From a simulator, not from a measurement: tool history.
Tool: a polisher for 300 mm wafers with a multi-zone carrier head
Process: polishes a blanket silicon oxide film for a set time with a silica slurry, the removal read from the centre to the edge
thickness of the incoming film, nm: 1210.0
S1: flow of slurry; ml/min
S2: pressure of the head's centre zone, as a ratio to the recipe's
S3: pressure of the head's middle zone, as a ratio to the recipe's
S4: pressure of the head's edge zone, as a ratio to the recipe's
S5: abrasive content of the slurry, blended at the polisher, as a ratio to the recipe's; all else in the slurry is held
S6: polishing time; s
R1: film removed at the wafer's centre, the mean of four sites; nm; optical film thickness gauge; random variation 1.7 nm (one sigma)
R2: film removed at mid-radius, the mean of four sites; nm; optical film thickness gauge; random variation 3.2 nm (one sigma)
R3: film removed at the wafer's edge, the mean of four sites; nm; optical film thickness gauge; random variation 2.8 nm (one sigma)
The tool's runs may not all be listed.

run,hour,S1,S2,S3,S4,S5,S6,R1,R2,R3
1,0,280,1,1,1,1,74,209.54,209.71,213.56
2,1.4,280,1,1.01,1.02,1.05,74,213.23,218.32,221.14
3,3.5,285,1.01,1.02,1.04,1.1,74,218.67,226.41,223.1
4,7.6,285,1.01,1.02,1.04,1.1,64,188.82,193.72,196.45
5,15.2,280,1.01,1.02,1.06,1.15,66,197.71,202.74,200.28
6,18.7,280,1.01,1.02,1.06,1.35,66,206.29,212.53,213.4
7,23.7,285,1,1.02,1.07,1.35,69,216.78,217.37,219.57
8,28.1,270,0.98,1.02,1.07,1.35,72,218.73,225.42,231.72
9,32.3,260,0.98,1.03,1.07,1.35,74,223.02,234.6,237.8
10,36,250,0.98,1.03,1.07,1.35,76,228.22,239.83,242.36
11,44.7,255,0.97,1.03,1.08,1.35,77,232.3,246.79,245.87
12,49.5,255,0.96,1.03,1.08,1.35,79,234.96,250.8,246.64
13,54.7,245,0.96,1.03,1.07,1.35,81,240.61,254.97,257.53

Forecast run 14:
# hour 62.2: edge zone pressure recalibrated
14,62.2,235,0.96,1.03,1.07,1.35,82,?,?,?

R1: 240.87 nm
R2: 261.22 nm
R3: 267.22 nm
